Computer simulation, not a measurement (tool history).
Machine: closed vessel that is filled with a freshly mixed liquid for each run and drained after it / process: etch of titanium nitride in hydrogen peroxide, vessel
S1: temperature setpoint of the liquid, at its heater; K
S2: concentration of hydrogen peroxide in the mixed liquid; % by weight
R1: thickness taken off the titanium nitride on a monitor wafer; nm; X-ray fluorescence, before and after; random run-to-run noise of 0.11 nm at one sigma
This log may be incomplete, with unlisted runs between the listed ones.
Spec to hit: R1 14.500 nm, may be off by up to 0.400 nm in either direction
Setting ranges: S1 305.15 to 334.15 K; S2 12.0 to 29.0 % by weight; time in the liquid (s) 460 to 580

{"run": 1, "hour": 0.0, "S1": 318.15, "S2": 19.5, "time in the liquid (s)": 580, "R1": 24.925}
{"run": 2, "hour": 7.7, "S1": 315.15, "S2": 19.5, "time in the liquid (s)": 580, "R1": 19.682}
{"run": 3, "hour": 10.0, "S1": 314.65, "S2": 19.5, "time in the liquid (s)": 580, "R1": 19.252}
{"run": 4, "hour": 13.6, "S1": 314.15, "S2": 19.5, "time in the liquid (s)": 580, "R1": 18.406}
{"run": 5, "hour": 21.3, "S1": 313.65, "S2": 19.5, "time in the liquid (s)": 580, "R1": 17.709}
{"hour": 24.3, "done": "new drum of peroxide connected"}
{"run": 6, "hour": 24.3, "S1": 313.15, "S2": 19.5, "time in the liquid (s)": 580, "R1": 17.126}
{"run": 7, "hour": 28.0, "S1": 312.65, "S2": 19.5, "time in the liquid (s)": 580, "R1": 16.516}
{"run": 8, "hour": 35.0, "S1": 312.15, "S2": 19.5, "time in the liquid (s)": 580, "R1": 15.914}

Which one of the following 5 next-run settings gets every result inside its allowed miss? There is exactly one.
{"run": "A", "hour": 42.0, "S1": 311.65, "S2": 20.0, "time in the liquid (s)": 580, "R1": "?"}
{"run": "B", "hour": 42.0, "S1": 310.15, "S2": 22.0, "time in the liquid (s)": 560, "R1": "?"}
{"run": "C", "hour": 42.0, "S1": 311.65, "S2": 20.5, "time in the liquid (s)": 580, "R1": "?"}
{"run": "D", "hour": 42.0, "S1": 314.15, "S2": 14.5, "time in the liquid (s)": 460, "R1": "?"}
{"run": "E", "hour": 42.0, "S1": 314.15, "S2": 18.0, "time in the liquid (s)": 460, "R1": "?"}

move=A R1=15.396
move=B R1=13.497
move=C R1=15.478
move=D R1=13.828
move=E R1=14.475
A: an improvement on the last run, though not all results are within tolerance
B: moves the result that the last run missed by most past its target, out the other side
C: an improvement on the last run, though not all results are within tolerance
D: moves the result that the last run missed by most past its target, out the other side
E: every result within its allowed miss
Answer: E
